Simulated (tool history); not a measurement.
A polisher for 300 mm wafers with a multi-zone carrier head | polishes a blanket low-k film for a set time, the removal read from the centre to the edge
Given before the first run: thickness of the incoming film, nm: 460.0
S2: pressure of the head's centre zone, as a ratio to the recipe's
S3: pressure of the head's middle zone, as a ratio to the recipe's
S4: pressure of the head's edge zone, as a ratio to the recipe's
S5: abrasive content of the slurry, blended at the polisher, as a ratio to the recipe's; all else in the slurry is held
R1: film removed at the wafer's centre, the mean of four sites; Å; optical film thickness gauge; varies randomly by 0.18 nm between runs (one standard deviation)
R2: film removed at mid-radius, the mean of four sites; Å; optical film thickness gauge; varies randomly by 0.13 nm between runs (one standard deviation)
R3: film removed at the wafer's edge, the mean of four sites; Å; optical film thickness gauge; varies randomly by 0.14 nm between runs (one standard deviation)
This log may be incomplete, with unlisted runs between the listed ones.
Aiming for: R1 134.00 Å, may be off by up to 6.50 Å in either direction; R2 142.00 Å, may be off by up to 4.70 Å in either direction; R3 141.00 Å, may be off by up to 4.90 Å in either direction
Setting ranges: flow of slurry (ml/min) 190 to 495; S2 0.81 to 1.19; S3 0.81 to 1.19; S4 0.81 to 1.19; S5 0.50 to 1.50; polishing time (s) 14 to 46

Run 1, hour 0.0: flow of slurry (ml/min) 320, S2 1.00, S3 1.00, S4 1.00, S5 1.00, polishing time (s) 30. Result: R1 112.33 Å, R2 112.26 Å, R3 113.80 Å.
Run 2, hour 4.6: flow of slurry (ml/min) 260, S2 1.00, S3 1.00, S4 1.00, S5 1.00, polishing time (s) 30. Result: R1 111.54 Å, R2 109.52 Å, R3 113.75 Å.
Run 3, hour 9.2: flow of slurry (ml/min) 230, S2 1.00, S3 1.00, S4 1.00, S5 1.00, polishing time (s) 30. Result: R1 108.52 Å, R2 107.74 Å, R3 112.59 Å.
Run 4, hour 10.3: flow of slurry (ml/min) 235, S2 1.01, S3 1.03, S4 1.03, S5 1.10, polishing time (s) 30. Result: R1 114.76 Å, R2 116.34 Å, R3 120.00 Å.
Run 5, hour 11.7: flow of slurry (ml/min) 235, S2 0.97, S3 1.03, S4 1.03, S5 1.10, polishing time (s) 30. Result: R1 108.56 Å, R2 119.35 Å, R3 117.88 Å.
Run 6, hour 16.8: flow of slurry (ml/min) 240, S2 0.99, S3 1.05, S4 1.06, S5 1.15, polishing time (s) 30. Result: R1 113.82 Å, R2 119.81 Å, R3 124.24 Å.
Run 7, hour 21.3: flow of slurry (ml/min) 245, S2 1.01, S3 1.08, S4 1.07, S5 1.20, polishing time (s) 30. Result: R1 118.97 Å, R2 126.20 Å, R3 126.32 Å.
Run 8, hour 27.5: flow of slurry (ml/min) 250, S2 1.02, S3 1.10, S4 1.09, S5 1.25, polishing time (s) 30. Result: R1 122.93 Å, R2 130.11 Å, R3 128.17 Å.

4 candidate next runs follow, results not yet known. Just one meets every target within its allowed miss. Identify it.
Run A, hour 33.7: flow of slurry (ml/min) 225, S2 1.04, S3 1.14, S4 1.14, S5 1.35, polishing time (s) 31. Result: R1 ?, R2 ?, R3 ?.
Run B, hour 33.7: flow of slurry (ml/min) 190, S2 0.84, S3 0.98, S4 1.16, S5 1.10, polishing time (s) 35. Result: R1 ?, R2 ?, R3 ?.
Run C, hour 33.7: flow of slurry (ml/min) 235, S2 0.83, S3 1.07, S4 1.13, S5 1.15, polishing time (s) 34. Result: R1 ?, R2 ?, R3 ?.
Run D, hour 33.7: flow of slurry (ml/min) 315, S2 0.86, S3 0.96, S4 1.11, S5 1.20, polishing time (s) 31. Result: R1 ?, R2 ?, R3 ?.

move      R1      R2      R3
   A  133.83  143.51  140.68
   B  110.35  129.50  146.38
   C  110.09  140.53  144.64
   D  108.37  121.57  135.41
A: each result inside its tolerance
B: moves the result that the last run missed by most past its target, out the other side
C: puts the biggest miss on target and leaves a different result outside tolerance
D: further off than the last run
So the answer is move A, the one that meets all the targets.
